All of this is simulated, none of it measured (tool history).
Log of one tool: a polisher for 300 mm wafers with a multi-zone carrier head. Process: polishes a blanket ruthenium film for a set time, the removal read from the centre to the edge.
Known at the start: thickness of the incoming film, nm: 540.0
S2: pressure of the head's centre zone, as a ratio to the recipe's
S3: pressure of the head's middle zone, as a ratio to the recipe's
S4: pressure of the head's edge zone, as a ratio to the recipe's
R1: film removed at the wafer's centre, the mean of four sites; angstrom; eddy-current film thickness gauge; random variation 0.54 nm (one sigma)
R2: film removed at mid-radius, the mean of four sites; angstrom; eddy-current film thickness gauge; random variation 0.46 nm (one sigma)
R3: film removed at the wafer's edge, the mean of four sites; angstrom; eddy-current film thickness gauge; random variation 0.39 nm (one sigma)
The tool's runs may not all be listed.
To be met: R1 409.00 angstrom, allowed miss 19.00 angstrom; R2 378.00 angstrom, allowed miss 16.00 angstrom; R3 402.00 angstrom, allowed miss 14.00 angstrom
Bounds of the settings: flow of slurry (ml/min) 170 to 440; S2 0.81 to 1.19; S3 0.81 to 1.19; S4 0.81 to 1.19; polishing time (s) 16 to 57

{"run": 1, "day": 0.0, "flow of slurry (ml/min)": 280, "S2": 1.0, "S3": 1.0, "S4": 1.0, "polishing time (s)": 36, "R1": 275.5, "R2": 275.4, "R3": 268.25}
{"run": 2, "day": 0.325, "flow of slurry (ml/min)": 280, "S2": 1.01, "S3": 1.0, "S4": 1.03, "polishing time (s)": 39, "R1": 308.89, "R2": 300.96, "R3": 287.09}
{"run": 3, "day": 0.592, "flow of slurry (ml/min)": 285, "S2": 0.99, "S3": 0.96, "S4": 1.04, "polishing time (s)": 42, "R1": 322.82, "R2": 316.19, "R3": 321.53}
{"run": 4, "day": 0.904, "flow of slurry (ml/min)": 285, "S2": 0.94, "S3": 0.96, "S4": 1.04, "polishing time (s)": 42, "R1": 297.65, "R2": 310.62, "R3": 312.54}
{"run": 5, "day": 1.196, "flow of slurry (ml/min)": 285, "S2": 0.94, "S3": 0.96, "S4": 1.04, "polishing time (s)": 51, "R1": 367.48, "R2": 377.03, "R3": 380.98}
{"run": 6, "day": 1.225, "flow of slurry (ml/min)": 285, "S2": 0.94, "S3": 0.96, "S4": 1.07, "polishing time (s)": 51, "R1": 366.57, "R2": 380.6, "R3": 385.17}
{"run": 7, "day": 1.55, "flow of slurry (ml/min)": 290, "S2": 0.96, "S3": 0.95, "S4": 1.07, "polishing time (s)": 51, "R1": 378.25, "R2": 379.34, "R3": 387.18}
{"run": 8, "day": 1.6, "flow of slurry (ml/min)": 290, "S2": 0.97, "S3": 0.94, "S4": 1.08, "polishing time (s)": 51, "R1": 375.96, "R2": 383.04, "R3": 392.64}
{"run": 9, "day": 1.946, "flow of slurry (ml/min)": 290, "S2": 0.99, "S3": 0.93, "S4": 1.07, "polishing time (s)": 51, "R1": 383.92, "R2": 366.24, "R3": 383.94}

5 next moves are on the table. One of them brings every result within its allowed miss. Which?
{"run": "A", "day": 2.292, "flow of slurry (ml/min)": 255, "S2": 0.93, "S3": 0.83, "S4": 1.06, "polishing time (s)": 53, "R1": "?", "R2": "?", "R3": "?"}
{"run": "B", "day": 2.292, "flow of slurry (ml/min)": 285, "S2": 0.83, "S3": 0.93, "S4": 1.16, "polishing time (s)": 51, "R1": "?", "R2": "?", "R3": "?"}
{"run": "C", "day": 2.292, "flow of slurry (ml/min)": 265, "S2": 0.98, "S3": 0.88, "S4": 1.03, "polishing time (s)": 54, "R1": "?", "R2": "?", "R3": "?"}
{"run": "D", "day": 2.292, "flow of slurry (ml/min)": 190, "S2": 1.12, "S3": 0.81, "S4": 0.94, "polishing time (s)": 52, "R1": "?", "R2": "?", "R3": "?"}
{"run": "E", "day": 2.292, "flow of slurry (ml/min)": 340, "S2": 0.92, "S3": 0.96, "S4": 1.04, "polishing time (s)": 49, "R1": "?", "R2": "?", "R3": "?"}

move=A R1=368.58 R2=354.87 R3=395.24
move=B R1=320.39 R2=368.96 R3=400.80
move=C R1=397.77 R2=375.27 R3=398.18
move=D R1=419.01 R2=331.11 R3=356.79
move=E R1=347.61 R2=366.92 R3=369.20
A: further off than the last run
B: further off than the last run
C: meets every target
D: brings the result that was furthest off to its target, and leaves another outside
E: further off than the last run
The right move is C.
